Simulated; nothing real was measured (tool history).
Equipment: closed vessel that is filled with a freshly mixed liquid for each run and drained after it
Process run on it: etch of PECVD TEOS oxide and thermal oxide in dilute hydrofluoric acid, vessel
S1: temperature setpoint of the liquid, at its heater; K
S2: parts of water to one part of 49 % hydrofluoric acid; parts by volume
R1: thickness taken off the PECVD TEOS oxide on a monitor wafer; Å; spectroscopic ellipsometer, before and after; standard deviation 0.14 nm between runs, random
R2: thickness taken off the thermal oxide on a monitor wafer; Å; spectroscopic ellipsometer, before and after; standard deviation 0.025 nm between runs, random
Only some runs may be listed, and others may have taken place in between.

run 1 day=0 | S1=297.15 S2=50 time_in_the_liquid_(s)=85 | R1=275.02 R2=81.174
run 2 day=0.188 | S1=297.15 S2=65 time_in_the_liquid_(s)=85 | R1=208.35 R2=61.422
run 3 day=0.412 | S1=297.15 S2=65 time_in_the_liquid_(s)=120 | R1=291.97 R2=87.258
run 4 day=0.521 | S1=299.15 S2=65 time_in_the_liquid_(s)=120 | R1=316.62 R2=94.816
run 5 day=0.888 | S1=299.15 S2=65 time_in_the_liquid_(s)=100 | R1=263.53 R2=78.57
run 6 day=1.054 | S1=297.15 S2=65 time_in_the_liquid_(s)=100 | R1=240.83 R2=73.024
run 7 day=1.304 | S1=296.15 S2=65 time_in_the_liquid_(s)=100 | R1=235.23 R2=69.642

For run 8, what comes out?
run 8 day=1.575 | S1=294.65 S2=65 time_in_the_liquid_(s)=100 | R1=? R2=?

R1: 218.68 Å
R2: 65.826 Å
